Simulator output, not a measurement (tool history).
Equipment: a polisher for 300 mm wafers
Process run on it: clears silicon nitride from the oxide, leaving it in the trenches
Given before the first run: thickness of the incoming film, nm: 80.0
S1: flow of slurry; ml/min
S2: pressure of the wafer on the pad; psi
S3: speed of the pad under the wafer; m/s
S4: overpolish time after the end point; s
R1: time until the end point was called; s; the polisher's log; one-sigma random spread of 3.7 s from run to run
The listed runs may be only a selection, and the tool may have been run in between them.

run,hour,S1,S2,S3,S4,R1
1,0.0,240,2.2,0.76,9,179.23
2,0.7,240,2.0,0.72,9,206.30
3,4.0,240,1.8,0.68,9,239.00
4,6.4,240,1.7,0.66,9,258.13
5,7.5,240,1.6,0.64,9,281.80
6,14.8,240,1.5,0.62,9,309.17

Run 7 is up next; what results do you expect?
7,17.4,240,1.4,0.62,9,?

Run 7 measured R1 331.42 s.
